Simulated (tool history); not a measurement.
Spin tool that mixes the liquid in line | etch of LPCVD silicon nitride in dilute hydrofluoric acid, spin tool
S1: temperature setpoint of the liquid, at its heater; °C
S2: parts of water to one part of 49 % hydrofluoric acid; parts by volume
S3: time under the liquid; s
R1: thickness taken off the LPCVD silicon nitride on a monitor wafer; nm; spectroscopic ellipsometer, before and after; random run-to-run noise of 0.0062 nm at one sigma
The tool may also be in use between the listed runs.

run	hour	S1	S2	S3	R1
1	0.0	20.0	150	80	0.23616
2	3.8	21.5	150	80	0.26996
3	9.9	20.5	165	75	0.23477
4	15.2	20.5	195	75	0.20147
5	23.7	20.0	210	70	0.15199
6	27.8	19.5	215	70	0.16484

Run 7 comes next. What will it give?
7	36.0	19.0	225	70	?

{"run 7": {"R1": 0.13553}}

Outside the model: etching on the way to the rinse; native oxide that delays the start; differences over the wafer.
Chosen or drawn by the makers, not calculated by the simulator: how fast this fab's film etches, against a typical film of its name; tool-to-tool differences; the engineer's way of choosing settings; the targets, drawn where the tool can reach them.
